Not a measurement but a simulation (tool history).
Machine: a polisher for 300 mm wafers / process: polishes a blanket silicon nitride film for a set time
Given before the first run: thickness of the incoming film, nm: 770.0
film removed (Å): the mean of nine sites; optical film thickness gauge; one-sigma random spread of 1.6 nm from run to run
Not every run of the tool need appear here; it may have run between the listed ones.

run,hour,flow of slurry (ml/min),pressure of the wafer on the pad (psi),speed of the pad under the wafer (m/s),polishing time (s),film removed (Å)
1,0.0,315,2.7,0.84,75,898.15
2,7.3,315,2.4,0.84,75,826.41
3,10.6,315,2.4,0.74,75,749.27
4,19.5,315,2.6,0.76,75,830.73
5,21.5,315,2.8,0.76,75,892.06
6,23.2,315,3.0,0.76,75,942.98
7,25.4,315,3.2,0.76,75,1007.60
8,34.0,315,3.3,0.76,75,1027.20

For run 9, what comes out?
9,41.6,315,3.4,0.78,75,?

film removed (Å): 1071.00
